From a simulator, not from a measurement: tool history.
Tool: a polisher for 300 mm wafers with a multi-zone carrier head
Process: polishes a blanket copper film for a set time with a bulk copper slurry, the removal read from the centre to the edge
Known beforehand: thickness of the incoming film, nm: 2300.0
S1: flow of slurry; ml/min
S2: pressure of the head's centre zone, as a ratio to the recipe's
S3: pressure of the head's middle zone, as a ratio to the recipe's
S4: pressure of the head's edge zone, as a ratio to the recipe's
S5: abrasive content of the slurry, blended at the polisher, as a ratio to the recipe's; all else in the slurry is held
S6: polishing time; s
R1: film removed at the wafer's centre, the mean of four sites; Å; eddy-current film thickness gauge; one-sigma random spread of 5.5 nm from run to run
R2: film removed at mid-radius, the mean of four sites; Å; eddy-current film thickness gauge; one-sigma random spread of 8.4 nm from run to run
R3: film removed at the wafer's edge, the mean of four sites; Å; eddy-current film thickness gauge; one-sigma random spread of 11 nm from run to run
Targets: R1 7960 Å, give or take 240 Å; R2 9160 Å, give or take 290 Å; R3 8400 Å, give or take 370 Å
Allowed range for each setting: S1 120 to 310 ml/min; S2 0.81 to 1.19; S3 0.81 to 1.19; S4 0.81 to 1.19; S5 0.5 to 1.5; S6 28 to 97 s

run	hour	S1	S2	S3	S4	S5	S6	R1	R2	R3
1	0	200	1	1	1	1	62	5894.1	5800.2	5834.6
2	2.2	205	1	1.02	1.02	1.05	63	6021.9	6208	6216
3	10.6	215	1.02	1.04	1.03	1.1	63	6354.7	6332.6	6229.5
4	11.2	215	1.02	1.01	1.03	1.1	63	6366.6	6232.6	6237.9
5	15.3	215	1.09	1.01	1.03	1.1	63	6684.3	6178	6013.6
6	17.8	215	1.12	1.01	1.03	1.1	63	6980	6197.1	6212.3
7	22.7	215	1.11	1.03	1.05	1.15	64	7060.1	6582.6	6257.7
8	26.3	220	1.09	1.03	1.07	1.2	65	7131.1	6651.5	6516.8
9	27.6	220	1.07	1.05	1.08	1.25	66	7213.7	7028.1	6912
10	31.3	225	1.06	1.07	1.09	1.3	66	7175.8	7111.2	6810
11	32.7	225	1.05	1.08	1.1	1.3	67	7170.5	7278.4	7025.4

Consider the 5 candidate settings below. Which is the only one whose results all fall within their allowed miss of target?
A	34.1	250	1.03	1.01	1.1	1.3	79	?	?	?
B	34.1	225	0.92	1.16	1.15	1.2	80	?	?	?
C	34.1	265	1.07	0.82	1.19	1.25	77	?	?	?
D	34.1	200	0.93	1.17	1.13	1.25	80	?	?	?
E	34.1	215	1	1.18	1.17	1.5	76	?	?	?

move	R1	R2	R3
A	8423.3	8313.5	8395.8
B	7369.2	9182.1	8386.4
C	8509.5	6798.8	8425.2
D	7374.4	9173.4	8296.9
E	7956.6	9251.5	8396.9
A: gains on the last run, yet a result remains outside its allowed miss
B: brings the result that was furthest off to its target, and leaves another outside
C: further off than the last run
D: brings the result that was furthest off to its target, and leaves another outside
E: every result within its allowed miss
So the answer is move E, the one that meets all the targets.

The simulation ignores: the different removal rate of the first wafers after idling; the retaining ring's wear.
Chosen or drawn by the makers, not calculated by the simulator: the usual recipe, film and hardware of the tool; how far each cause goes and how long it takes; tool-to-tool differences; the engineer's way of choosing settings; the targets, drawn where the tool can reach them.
